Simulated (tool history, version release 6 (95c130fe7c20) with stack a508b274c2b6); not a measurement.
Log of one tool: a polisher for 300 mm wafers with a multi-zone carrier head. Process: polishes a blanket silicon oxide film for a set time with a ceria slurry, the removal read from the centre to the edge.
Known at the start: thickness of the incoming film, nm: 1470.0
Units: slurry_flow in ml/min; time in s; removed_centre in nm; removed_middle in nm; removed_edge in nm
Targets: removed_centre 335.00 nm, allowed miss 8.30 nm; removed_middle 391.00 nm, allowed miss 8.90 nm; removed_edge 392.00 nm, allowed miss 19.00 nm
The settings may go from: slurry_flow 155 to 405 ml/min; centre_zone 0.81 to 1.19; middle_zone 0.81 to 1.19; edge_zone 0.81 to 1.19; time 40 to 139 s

Run 1, hour 0.0: slurry_flow 260 ml/min, centre_zone 1.00, middle_zone 1.00, edge_zone 1.00, time 89 s. Result: removed_centre 402.20 nm, removed_middle 444.33 nm, removed_edge 459.63 nm.
Run 2, hour 4.2: slurry_flow 260 ml/min, centre_zone 1.04, middle_zone 1.00, edge_zone 1.00, time 89 s. Result: removed_centre 418.05 nm, removed_middle 443.25 nm, removed_edge 444.82 nm.
Run 3, hour 12.4: slurry_flow 260 ml/min, centre_zone 1.04, middle_zone 0.94, edge_zone 1.00, time 89 s. Result: removed_centre 422.57 nm, removed_middle 423.57 nm, removed_edge 454.95 nm.
Run 4, hour 15.2: slurry_flow 255 ml/min, centre_zone 1.03, middle_zone 0.94, edge_zone 0.99, time 88 s. Result: removed_centre 412.29 nm, removed_middle 418.04 nm, removed_edge 450.60 nm.
At hour 18.8: centre zone pressure recalibrated.
Run 5, hour 18.8: slurry_flow 300 ml/min, centre_zone 1.03, middle_zone 0.94, edge_zone 0.99, time 88 s. Result: removed_centre 447.24 nm, removed_middle 424.57 nm, removed_edge 451.99 nm.
Run 6, hour 23.7: slurry_flow 300 ml/min, centre_zone 1.03, middle_zone 0.94, edge_zone 0.99, time 80 s. Result: removed_centre 403.14 nm, removed_middle 386.95 nm, removed_edge 411.83 nm.
Run 7, hour 25.2: slurry_flow 290 ml/min, centre_zone 1.03, middle_zone 0.95, edge_zone 0.99, time 80 s. Result: removed_centre 400.29 nm, removed_middle 387.53 nm, removed_edge 413.40 nm.
Run 8, hour 31.8: slurry_flow 290 ml/min, centre_zone 1.03, middle_zone 0.95, edge_zone 0.99, time 80 s. Result: removed_centre 401.95 nm, removed_middle 387.69 nm, removed_edge 420.05 nm.
Run 9, hour 39.1: slurry_flow 280 ml/min, centre_zone 1.03, middle_zone 0.96, edge_zone 0.98, time 80 s. Result: removed_centre 406.31 nm, removed_middle 393.58 nm, removed_edge 416.19 nm.
Run 10, hour 39.8: slurry_flow 275 ml/min, centre_zone 1.03, middle_zone 0.97, edge_zone 0.98, time 79 s. Result: removed_centre 403.42 nm, removed_middle 389.40 nm, removed_edge 403.67 nm.
Run 11, hour 44.5: slurry_flow 265 ml/min, centre_zone 1.02, middle_zone 0.98, edge_zone 0.98, time 79 s. Result: removed_centre 392.43 nm, removed_middle 386.81 nm, removed_edge 414.67 nm.
Run 12, hour 46.9: slurry_flow 265 ml/min, centre_zone 1.02, middle_zone 0.98, edge_zone 0.98, time 79 s. Result: removed_centre 391.92 nm, removed_middle 384.76 nm, removed_edge 402.33 nm.

Which of these 4 next moves meets every target?
Run A, hour 49.3: slurry_flow 315 ml/min, centre_zone 1.18, middle_zone 1.01, edge_zone 0.93, time 76 s. Result: removed_centre ?, removed_middle ?, removed_edge ?.
Run B, hour 49.3: slurry_flow 195 ml/min, centre_zone 0.92, middle_zone 0.96, edge_zone 1.07, time 84 s. Result: removed_centre ?, removed_middle ?, removed_edge ?.
Run C, hour 49.3: slurry_flow 180 ml/min, centre_zone 0.95, middle_zone 1.11, edge_zone 1.07, time 77 s. Result: removed_centre ?, removed_middle ?, removed_edge ?.
Run D, hour 49.3: slurry_flow 160 ml/min, centre_zone 0.90, middle_zone 1.11, edge_zone 1.11, time 77 s. Result: removed_centre ?, removed_middle ?, removed_edge ?.

move  removed_centre  removed_middle  removed_edge
   A          439.19          381.68        375.72
   B          353.76          383.21        425.37
   C          330.41          387.30        385.50
   D          305.47          379.20        386.66
A: further off than the last run
B: nearer than the last run, and not there yet
C: meets every target
D: takes the result that was furthest off past its target
Answer: C

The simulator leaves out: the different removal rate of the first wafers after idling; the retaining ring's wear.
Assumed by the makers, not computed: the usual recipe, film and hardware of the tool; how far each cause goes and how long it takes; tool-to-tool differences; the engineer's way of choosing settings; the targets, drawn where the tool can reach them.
